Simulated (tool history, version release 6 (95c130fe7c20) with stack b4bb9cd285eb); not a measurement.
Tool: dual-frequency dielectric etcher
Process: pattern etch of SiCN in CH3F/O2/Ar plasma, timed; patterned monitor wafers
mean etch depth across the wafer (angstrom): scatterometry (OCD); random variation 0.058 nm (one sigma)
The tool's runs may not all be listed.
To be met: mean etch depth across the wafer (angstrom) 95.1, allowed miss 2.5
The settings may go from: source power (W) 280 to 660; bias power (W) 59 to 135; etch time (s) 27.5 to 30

run	day	source power (W)	bias power (W)	etch time (s)	mean etch depth across the wafer (angstrom)
1	0	470	97	30	125.54
2	0.046	440	91	29.5	116.83
3	0.188	440	81	29.5	112.4
4	0.529	440	81	30	113.27
5	0.829	440	89	30	117.82
6	0.879	440	89	27.5	107.89
7	1.004	340	79	27.5	88.81
8	1.367	350	79	27.5	90.45
9	1.392	360	79	27.5	92.579

Which of these 5 next moves meets every target?
A	1.417	360	75	27.5	?
B	1.417	340	83	29	?
C	1.417	330	81	28	?
D	1.417	340	74	27.5	?
E	1.417	300	93	27.5	?

move	mean etch depth across the wafer (angstrom)
A	90.892
B	95.638
C	89.819
D	87.27
E	86.735
A: further off than the last run
B: meets every target
C: further off than the last run
D: further off than the last run
E: further off than the last run
The right move is B.

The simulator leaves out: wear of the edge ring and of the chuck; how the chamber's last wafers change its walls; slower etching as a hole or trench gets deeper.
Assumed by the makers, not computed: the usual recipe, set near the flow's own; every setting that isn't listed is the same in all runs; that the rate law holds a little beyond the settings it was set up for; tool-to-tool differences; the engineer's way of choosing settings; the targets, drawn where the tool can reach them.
